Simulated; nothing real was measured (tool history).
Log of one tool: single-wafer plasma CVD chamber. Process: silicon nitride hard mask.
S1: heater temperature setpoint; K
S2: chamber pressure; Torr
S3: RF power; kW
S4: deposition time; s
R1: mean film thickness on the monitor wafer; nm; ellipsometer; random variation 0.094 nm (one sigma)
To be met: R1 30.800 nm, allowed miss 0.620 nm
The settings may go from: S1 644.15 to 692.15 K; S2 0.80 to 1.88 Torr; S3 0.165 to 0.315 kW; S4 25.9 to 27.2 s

{"run": 1, "hour": 0.0, "S1": 668.15, "S2": 1.34, "S3": 0.24, "S4": 27.2, "R1": 27.038}
{"run": 2, "hour": 3.3, "S1": 668.15, "S2": 1.46, "S3": 0.24, "S4": 27.2, "R1": 27.61}
{"run": 3, "hour": 3.8, "S1": 668.15, "S2": 1.46, "S3": 0.24, "S4": 25.9, "R1": 26.527}
{"run": 4, "hour": 7.8, "S1": 668.15, "S2": 1.5, "S3": 0.245, "S4": 25.9, "R1": 26.908}
{"run": 5, "hour": 12.9, "S1": 668.15, "S2": 1.6, "S3": 0.245, "S4": 25.9, "R1": 27.382}
{"run": 6, "hour": 21.0, "S1": 668.15, "S2": 1.6, "S3": 0.245, "S4": 25.9, "R1": 27.415}
{"run": 7, "hour": 28.3, "S1": 668.15, "S2": 1.62, "S3": 0.25, "S4": 25.9, "R1": 27.739}
{"run": 8, "hour": 31.7, "S1": 668.15, "S2": 1.64, "S3": 0.255, "S4": 25.9, "R1": 28.282}
{"run": 9, "hour": 32.3, "S1": 668.15, "S2": 1.66, "S3": 0.26, "S4": 25.9, "R1": 28.803}
{"run": 10, "hour": 38.7, "S1": 668.15, "S2": 1.68, "S3": 0.26, "S4": 25.9, "R1": 28.991}
{"run": 11, "hour": 43.3, "S1": 668.15, "S2": 1.7, "S3": 0.26, "S4": 25.9, "R1": 28.986}
{"run": 12, "hour": 46.1, "S1": 668.15, "S2": 1.71, "S3": 0.26, "S4": 25.9, "R1": 28.967}
{"run": 13, "hour": 49.1, "S1": 668.15, "S2": 1.72, "S3": 0.26, "S4": 25.9, "R1": 29.098}
{"run": 14, "hour": 56.5, "S1": 668.15, "S2": 1.73, "S3": 0.26, "S4": 25.9, "R1": 29.131}
{"run": 15, "hour": 65.0, "S1": 668.15, "S2": 1.73, "S3": 0.26, "S4": 25.9, "R1": 29.157}
{"run": 16, "hour": 67.9, "S1": 668.15, "S2": 1.73, "S3": 0.26, "S4": 25.9, "R1": 29.255}
{"run": 17, "hour": 76.7, "S1": 668.15, "S2": 1.74, "S3": 0.26, "S4": 25.9, "R1": 29.231}
{"run": 18, "hour": 78.2, "S1": 668.15, "S2": 1.75, "S3": 0.26, "S4": 25.9, "R1": 29.285}
{"run": 19, "hour": 82.8, "S1": 668.15, "S2": 1.76, "S3": 0.26, "S4": 25.9, "R1": 29.205}
{"run": 20, "hour": 86.5, "S1": 668.15, "S2": 1.77, "S3": 0.26, "S4": 25.9, "R1": 29.285}
{"run": 21, "hour": 90.9, "S1": 668.15, "S2": 1.78, "S3": 0.26, "S4": 25.9, "R1": 29.301}
{"run": 22, "hour": 91.7, "S1": 668.15, "S2": 1.79, "S3": 0.26, "S4": 25.9, "R1": 29.436}

4 next moves are on the table. One of them brings every result within its allowed miss. Which?
{"run": "A", "hour": 92.5, "S1": 658.15, "S2": 1.88, "S3": 0.25, "S4": 27.2, "R1": "?"}
{"run": "B", "hour": 92.5, "S1": 657.15, "S2": 1.87, "S3": 0.245, "S4": 26.2, "R1": "?"}
{"run": "C", "hour": 92.5, "S1": 672.15, "S2": 1.63, "S3": 0.24, "S4": 26.2, "R1": "?"}
{"run": "D", "hour": 92.5, "S1": 673.15, "S2": 1.87, "S3": 0.245, "S4": 26.3, "R1": "?"}

move=A R1=30.740
move=B R1=29.170
move=C R1=27.573
move=D R1=29.109
A: meets every target
B: further off than the last run
C: further off than the last run
D: further off than the last run
The right move is A.

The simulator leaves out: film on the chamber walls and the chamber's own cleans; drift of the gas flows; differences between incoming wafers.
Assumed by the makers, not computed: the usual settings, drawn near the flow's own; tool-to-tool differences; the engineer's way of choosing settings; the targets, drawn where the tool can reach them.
